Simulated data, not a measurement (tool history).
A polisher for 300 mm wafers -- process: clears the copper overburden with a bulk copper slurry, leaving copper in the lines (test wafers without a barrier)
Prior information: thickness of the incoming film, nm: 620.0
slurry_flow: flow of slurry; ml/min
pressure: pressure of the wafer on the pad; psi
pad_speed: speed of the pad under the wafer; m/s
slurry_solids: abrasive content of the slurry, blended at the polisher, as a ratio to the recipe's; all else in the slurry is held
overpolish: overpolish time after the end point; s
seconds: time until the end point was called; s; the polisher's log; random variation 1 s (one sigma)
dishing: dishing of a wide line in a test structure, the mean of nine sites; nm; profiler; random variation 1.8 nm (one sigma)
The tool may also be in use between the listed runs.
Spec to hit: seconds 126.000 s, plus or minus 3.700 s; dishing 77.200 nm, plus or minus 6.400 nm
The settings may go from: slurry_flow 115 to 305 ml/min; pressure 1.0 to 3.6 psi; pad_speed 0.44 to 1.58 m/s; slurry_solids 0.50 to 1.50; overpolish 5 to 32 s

| run | hour | slurry_flow | pressure | pad_speed | slurry_solids | overpolish | seconds | dishing |
|---|---|---|---|---|---|---|---|---|
| 1 | 0.0 | 195 | 2.3 | 1.00 | 1.00 | 16 | 90.141 | 67.061 |
| 2 | 8.6 | 190 | 2.2 | 1.00 | 1.00 | 18 | 92.001 | 70.420 |
| 3 | 14.9 | 165 | 2.2 | 1.00 | 1.00 | 18 | 94.851 | 70.363 |
| 4 | 18.4 | 165 | 2.2 | 0.80 | 1.00 | 18 | 117.290 | 57.403 |
| 5 | 21.8 | 165 | 2.2 | 0.62 | 1.00 | 18 | 150.810 | 49.666 |
| 6 | 30.6 | 165 | 2.3 | 0.62 | 1.00 | 19 | 144.070 | 53.658 |
| 7 | 32.2 | 165 | 2.4 | 0.62 | 1.00 | 20 | 140.400 | 58.953 |
| 8 | 37.2 | 200 | 2.7 | 0.62 | 1.00 | 24 | 121.020 | 72.829 |

Exercise: of the 5 proposed moves below, exactly one satisfies all targets within the stated allowed misses. Which move is it?
| A | 42.2 | 165 | 2.6 | 0.66 | 0.80 | 21 | ? | ? |
| B | 42.2 | 225 | 2.8 | 0.58 | 1.25 | 18 | ? | ? |
| C | 42.2 | 185 | 2.6 | 0.62 | 1.05 | 27 | ? | ? |
| D | 42.2 | 305 | 3.2 | 0.46 | 1.15 | 19 | ? | ? |
| E | 42.2 | 230 | 2.5 | 0.68 | 1.00 | 21 | ? | ? |

| move | seconds | dishing |
|---|---|---|
| A | 125.190 | 64.652 |
| B | 117.520 | 60.614 |
| C | 125.240 | 77.896 |
| D | 126.110 | 60.451 |
| E | 116.660 | 67.952 |
A: puts the biggest miss on target and leaves a different result outside tolerance
B: moves away from the targets compared with the last run
C: all results land within tolerance of their targets
D: puts the biggest miss on target and leaves a different result outside tolerance
E: moves away from the targets compared with the last run
Correct choice: C, which meets every target
